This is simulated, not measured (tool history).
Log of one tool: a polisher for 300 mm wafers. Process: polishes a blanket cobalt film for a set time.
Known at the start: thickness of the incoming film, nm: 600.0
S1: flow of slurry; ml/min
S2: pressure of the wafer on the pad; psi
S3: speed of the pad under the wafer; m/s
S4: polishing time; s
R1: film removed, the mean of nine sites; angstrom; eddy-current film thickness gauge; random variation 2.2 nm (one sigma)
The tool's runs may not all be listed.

run  hour   S1   S2    S3  S4      R1
  1   0.0  120  2.3  0.94  27  1358.0
  2   3.0  130  2.3  0.94  27  1369.5
  3  11.2  130  2.3  0.82  27  1234.2
  4  17.3  135  2.6  0.82  27  1394.0
  5  20.4  140  2.8  0.82  27  1497.6
  6  23.4  140  3.0  0.82  27  1577.7
  7  24.8  145  3.2  0.84  27  1735.8
  8  32.9  145  3.3  0.84  27  1777.7

The next listed run, before its measurement:
  9  35.2  150  3.4  0.84  27   ?

Run 9 gave R1 1875.9 angstrom.

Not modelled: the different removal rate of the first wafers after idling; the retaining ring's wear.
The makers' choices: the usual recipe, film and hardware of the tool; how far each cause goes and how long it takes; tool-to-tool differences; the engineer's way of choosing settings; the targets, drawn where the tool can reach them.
